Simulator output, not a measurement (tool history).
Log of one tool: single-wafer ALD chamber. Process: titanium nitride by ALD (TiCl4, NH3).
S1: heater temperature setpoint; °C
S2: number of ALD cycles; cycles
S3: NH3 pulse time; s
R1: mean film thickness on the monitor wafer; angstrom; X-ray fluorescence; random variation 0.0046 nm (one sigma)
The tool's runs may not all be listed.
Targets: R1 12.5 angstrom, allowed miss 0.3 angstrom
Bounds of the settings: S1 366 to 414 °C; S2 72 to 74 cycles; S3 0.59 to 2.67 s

run	hour	S1	S2	S3	R1
1	0	390	72	1.63	14.199
2	7.4	387	72	1.5	14.146
3	16	384	72	1.39	13.884
4	23	382	72	1.29	13.697
5	29.1	380	72	1.2	13.576
6	38.1	378	72	1.12	13.354
7	42.9	377	72	1.06	13.246
8	48.8	366	72	0.59	6.7925
9	55	369	72	0.59	7.1001
10	63.2	374	72	0.59	7.5448
11	72.1	378	72	0.63	9.6611
12	73.8	379	72	0.63	9.7407
13	82.3	380	72	0.63	9.8938
14	87.7	381	72	0.63	9.8832
15	89.5	382	72	0.63	9.9569
16	90.2	384	72	0.63	10.163
17	99.3	386	72	0.63	10.166
18	103.2	388	72	0.63	10.372
19	108.8	390	72	0.63	10.552
20	117.3	392	72	0.63	10.657

4 next moves are on the table. One of them brings every result within its allowed miss. Which?
A	125.8	385	74	0.77	?
B	125.8	389	72	0.91	?
C	125.8	394	74	0.88	?
D	125.8	395	72	0.97	?

move	R1
A	12.565
B	13.118
C	13.542
D	13.491
A: meets every target
B: takes the result that was furthest off past its target
C: takes the result that was furthest off past its target
D: takes the result that was furthest off past its target
Answer: A

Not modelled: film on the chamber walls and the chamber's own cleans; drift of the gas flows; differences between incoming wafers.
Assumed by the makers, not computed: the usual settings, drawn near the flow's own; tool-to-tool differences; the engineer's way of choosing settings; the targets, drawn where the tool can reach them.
